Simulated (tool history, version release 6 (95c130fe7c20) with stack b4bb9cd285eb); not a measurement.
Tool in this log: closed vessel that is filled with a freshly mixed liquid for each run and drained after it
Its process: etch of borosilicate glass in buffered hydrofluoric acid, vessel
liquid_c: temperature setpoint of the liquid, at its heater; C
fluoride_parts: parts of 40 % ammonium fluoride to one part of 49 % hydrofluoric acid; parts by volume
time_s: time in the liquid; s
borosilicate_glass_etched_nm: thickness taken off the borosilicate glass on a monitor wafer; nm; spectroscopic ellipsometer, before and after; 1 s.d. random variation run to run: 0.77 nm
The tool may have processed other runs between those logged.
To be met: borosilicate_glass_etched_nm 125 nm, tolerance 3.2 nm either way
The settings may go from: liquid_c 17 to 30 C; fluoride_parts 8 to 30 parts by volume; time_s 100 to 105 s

run	hour	liquid_c	fluoride_parts	time_s	borosilicate_glass_etched_nm
1	0	22	21.5	100	51.975
2	1.3	23	20	100	57.893
3	6.3	21.5	20	100	53.481
4	11.3	24	20	100	61.3
5	19.8	24.5	18.5	100	67.816
6	28.9	24.5	18.5	105	71.523
7	32.2	25	17.5	105	77.683
8	39.6	25.5	17	105	81.632
9	40.7	26	16.5	105	86.402
10	50	26.5	16	105	91.603
11	54.8	27	15.5	105	96.396
12	59.6	27	15.5	105	97.281
13	66.5	27.5	15.5	105	100.34

Which of these 4 next moves meets every target?
A	73.4	28	12.5	100	?
B	73.4	27	13	105	?
C	73.4	27.5	13	105	?
D	73.4	23.5	10	105	?

move	borosilicate_glass_etched_nm
A	120.87
B	115.85
C	118.94
D	124.6
A: moves toward the targets from the last run without getting all of them in spec
B: moves toward the targets from the last run without getting all of them in spec
C: moves toward the targets from the last run without getting all of them in spec
D: all results land within tolerance of their targets
So the answer is move D, the one that meets all the targets.
